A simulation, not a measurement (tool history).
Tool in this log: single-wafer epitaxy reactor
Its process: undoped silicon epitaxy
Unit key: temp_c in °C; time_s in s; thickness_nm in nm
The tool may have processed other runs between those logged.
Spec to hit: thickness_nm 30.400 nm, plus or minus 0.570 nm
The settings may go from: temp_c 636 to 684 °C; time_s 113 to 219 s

| run | hour | temp_c | time_s | thickness_nm |
|---|---|---|---|---|
| 1 | 0.0 | 660 | 166 | 39.554 |
| 2 | 2.9 | 668 | 166 | 46.956 |
| 3 | 9.6 | 659 | 166 | 38.660 |
| 4 | 17.0 | 667 | 166 | 46.177 |
| 5 | 24.1 | 665 | 166 | 44.387 |
| 6 | 30.4 | 663 | 166 | 42.471 |
|  | 37.1 | pyrometer calibrated |
| 7 | 37.1 | 661 | 166 | 35.747 |
| 8 | 38.8 | 656 | 166 | 31.447 |

4 candidate next runs follow, results not yet known. Just one meets every target within its allowed miss. Identify it.
| A | 40.5 | 654 | 167 | ? |
| B | 40.5 | 653 | 162 | ? |
| C | 40.5 | 653 | 166 | ? |
| D | 40.5 | 666 | 141 | ? |

| move | thickness_nm |
|---|---|
| A | 30.158 |
| B | 28.582 |
| C | 29.287 |
| D | 33.537 |
A: meets every target
B: moves the result that the last run missed by most past its target, out the other side
C: moves the result that the last run missed by most past its target, out the other side
D: lands further from the targets than the last run did
The right move is A.
